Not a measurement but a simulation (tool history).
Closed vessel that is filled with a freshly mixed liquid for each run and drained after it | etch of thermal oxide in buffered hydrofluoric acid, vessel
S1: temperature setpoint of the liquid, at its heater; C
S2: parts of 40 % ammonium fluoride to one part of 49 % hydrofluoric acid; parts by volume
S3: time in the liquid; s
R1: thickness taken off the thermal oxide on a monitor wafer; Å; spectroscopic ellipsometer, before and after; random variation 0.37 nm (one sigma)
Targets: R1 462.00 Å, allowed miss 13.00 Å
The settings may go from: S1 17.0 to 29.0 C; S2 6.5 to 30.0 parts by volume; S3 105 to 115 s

run,hour,S1,S2,S3,R1
1,0.0,21.0,18.5,105,621.78
2,1.4,21.0,22.0,105,559.69
3,7.6,21.0,22.0,105,552.71
4,9.9,21.0,18.0,105,657.76
5,15.9,20.5,18.5,105,614.31
6,20.0,20.0,19.0,105,583.89
7,25.3,19.5,19.0,105,559.49
8,29.0,19.0,19.0,105,549.30
9,35.1,18.5,19.0,105,531.06
10,43.1,17.5,19.5,105,496.31
11,43.9,17.5,19.5,105,490.03

Which of these 4 next moves meets every target?
A,44.7,18.0,22.0,105,?
B,44.7,17.5,21.0,110,?
C,44.7,20.0,22.5,105,?
D,44.7,18.0,20.0,105,?

move,R1
A,453.99
B,477.34
C,500.54
D,484.88
A: meets every target
B: nearer than the last run, and not there yet
C: further off than the last run
D: nearer than the last run, and not there yet
Answer: A
